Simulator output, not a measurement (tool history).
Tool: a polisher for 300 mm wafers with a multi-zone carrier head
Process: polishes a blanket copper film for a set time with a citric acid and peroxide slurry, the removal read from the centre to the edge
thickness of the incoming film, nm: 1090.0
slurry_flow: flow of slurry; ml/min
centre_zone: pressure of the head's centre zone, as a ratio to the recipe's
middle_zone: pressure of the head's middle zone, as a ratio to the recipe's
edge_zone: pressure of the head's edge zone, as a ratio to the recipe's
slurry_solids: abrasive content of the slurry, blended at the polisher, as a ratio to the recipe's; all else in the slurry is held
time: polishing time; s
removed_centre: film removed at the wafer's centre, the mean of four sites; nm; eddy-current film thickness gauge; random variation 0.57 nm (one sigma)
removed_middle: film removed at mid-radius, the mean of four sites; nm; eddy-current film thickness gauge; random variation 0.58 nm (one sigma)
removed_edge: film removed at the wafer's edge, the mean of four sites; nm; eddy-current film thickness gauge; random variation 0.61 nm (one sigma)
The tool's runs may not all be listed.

run  hour  slurry_flow  centre_zone  middle_zone  edge_zone  slurry_solids  time  removed_centre  removed_middle  removed_edge
  1     0          300            1            1          1              1    47          148.53             142         142.7
  2   8.3          300            1            1       0.92              1    47          147.53          142.03        138.01
  3  10.1          255            1            1       0.92              1    47          146.81          141.81        138.66
  4  13.9          185            1            1       0.92              1    47          143.24          137.87        136.35
  5  14.7          185            1            1       0.92            1.1    47          145.99          140.53        138.91
  6  19.5          185         1.03            1       0.92            1.1    47          148.59             143        137.84
  7  22.1          200         1.01         1.03       0.91           0.95    41          124.19          123.13        116.93
  8  27.3          220            1         1.04        0.9           0.85    38           112.5          112.88         106.6
  9  35.5          240         0.99         1.05       0.89           0.75    36          103.05          105.61         98.16
 10  42.8          260         0.98         1.05       0.88            0.7    35          97.716          101.71        94.685
 11  45.4          270         0.98         1.05       0.87           0.65    34          93.646           98.48         90.96

The next listed run, before its measurement:
 12  53.2          275         0.98         1.05       0.86            0.6    33               ?               ?             ?

Run 12 gave removed_centre 90.924 nm, removed_middle 92.449 nm, removed_edge 85.008 nm.
